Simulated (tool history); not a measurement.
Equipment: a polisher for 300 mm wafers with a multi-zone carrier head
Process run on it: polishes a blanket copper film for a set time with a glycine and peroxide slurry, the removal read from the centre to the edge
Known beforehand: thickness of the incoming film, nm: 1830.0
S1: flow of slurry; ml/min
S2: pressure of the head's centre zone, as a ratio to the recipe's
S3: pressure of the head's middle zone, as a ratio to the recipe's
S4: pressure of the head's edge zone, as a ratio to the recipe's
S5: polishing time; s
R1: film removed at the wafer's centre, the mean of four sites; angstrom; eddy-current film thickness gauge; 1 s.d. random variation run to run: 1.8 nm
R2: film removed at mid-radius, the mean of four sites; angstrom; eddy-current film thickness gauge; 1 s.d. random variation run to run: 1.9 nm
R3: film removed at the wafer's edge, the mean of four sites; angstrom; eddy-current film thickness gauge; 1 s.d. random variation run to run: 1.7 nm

run,hour,S1,S2,S3,S4,S5,R1,R2,R3
1,0,225,1,1,1,42,2800.4,2908.9,2899.5
2,1.5,225,1,1,1.03,42,2803.2,2890,2900.8
3,5.3,225,1,0.99,1.03,39,2655.9,2655.1,2680.1
4,8.4,220,0.98,0.98,1.03,36,2397.4,2440.1,2470.3
5,14.5,215,0.97,0.96,1.03,34,2219.7,2296.4,2347
6,17,215,0.91,0.96,1.03,34,2136.1,2261,2344
7,18.9,215,0.92,0.94,1.02,32,2025.3,2158.8,2193.8
8,22.6,210,0.93,0.92,1.02,30,1909.2,1973.1,2028.6
9,23.6,205,0.93,0.9,1.02,29,1826.2,1847.7,1978.4
10,29.1,200,0.93,0.89,1,29,1841.8,1829,1965.7

Expected results for the next run?
11,35,200,0.93,0.88,0.99,28,?,?,?

{"run 11": {"R1": 1806, "R2": 1711.1, "R3": 1900.8}}

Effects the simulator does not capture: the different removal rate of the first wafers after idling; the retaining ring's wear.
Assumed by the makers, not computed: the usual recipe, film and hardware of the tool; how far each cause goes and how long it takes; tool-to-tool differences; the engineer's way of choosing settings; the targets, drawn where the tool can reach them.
